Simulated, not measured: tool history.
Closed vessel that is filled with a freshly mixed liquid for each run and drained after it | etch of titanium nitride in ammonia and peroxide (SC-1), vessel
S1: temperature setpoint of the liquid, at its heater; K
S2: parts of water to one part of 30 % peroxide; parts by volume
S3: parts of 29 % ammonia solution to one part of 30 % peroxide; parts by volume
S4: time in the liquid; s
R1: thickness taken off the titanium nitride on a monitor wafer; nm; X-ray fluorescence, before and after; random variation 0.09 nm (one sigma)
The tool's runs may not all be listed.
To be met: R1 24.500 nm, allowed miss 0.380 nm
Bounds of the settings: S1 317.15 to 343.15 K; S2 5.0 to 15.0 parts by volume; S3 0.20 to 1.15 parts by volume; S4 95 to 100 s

Run 1, hour 0.0: S1 333.15 K, S2 8.5 parts by volume, S3 0.65 parts by volume, S4 95 s. Result: R1 19.701 nm.
Run 2, hour 5.9: S1 333.65 K, S2 8.5 parts by volume, S3 0.65 parts by volume, S4 95 s. Result: R1 20.274 nm.
Run 3, hour 8.6: S1 333.65 K, S2 8.5 parts by volume, S3 0.65 parts by volume, S4 100 s. Result: R1 21.381 nm.
Run 4, hour 11.2: S1 335.15 K, S2 8.5 parts by volume, S3 0.65 parts by volume, S4 100 s. Result: R1 23.579 nm.
Run 5, hour 15.5: S1 335.15 K, S2 7.5 parts by volume, S3 0.65 parts by volume, S4 100 s. Result: R1 25.203 nm.
Run 6, hour 23.1: S1 335.15 K, S2 5.0 parts by volume, S3 0.65 parts by volume, S4 100 s. Result: R1 30.298 nm.
Run 7, hour 28.5: S1 334.65 K, S2 5.0 parts by volume, S3 0.65 parts by volume, S4 100 s. Result: R1 29.555 nm.
Run 8, hour 35.3: S1 334.15 K, S2 5.0 parts by volume, S3 0.65 parts by volume, S4 100 s. Result: R1 28.652 nm.
Run 9, hour 44.5: S1 333.65 K, S2 5.0 parts by volume, S3 0.65 parts by volume, S4 100 s. Result: R1 27.399 nm.

Which of these 4 next moves meets every target?
Run A, hour 53.7: S1 334.65 K, S2 7.0 parts by volume, S3 0.60 parts by volume, S4 95 s. Result: R1 ?.
Run B, hour 53.7: S1 332.65 K, S2 5.0 parts by volume, S3 0.65 parts by volume, S4 95 s. Result: R1 ?.
Run C, hour 53.7: S1 335.15 K, S2 5.0 parts by volume, S3 0.50 parts by volume, S4 100 s. Result: R1 ?.
Run D, hour 53.7: S1 334.15 K, S2 7.0 parts by volume, S3 0.80 parts by volume, S4 95 s. Result: R1 ?.

move      R1
   A  23.702
   B  24.659
   C  29.395
   D  23.970
A: takes the result that was furthest off past its target
B: meets every target
C: further off than the last run
D: takes the result that was furthest off past its target
Answer: B

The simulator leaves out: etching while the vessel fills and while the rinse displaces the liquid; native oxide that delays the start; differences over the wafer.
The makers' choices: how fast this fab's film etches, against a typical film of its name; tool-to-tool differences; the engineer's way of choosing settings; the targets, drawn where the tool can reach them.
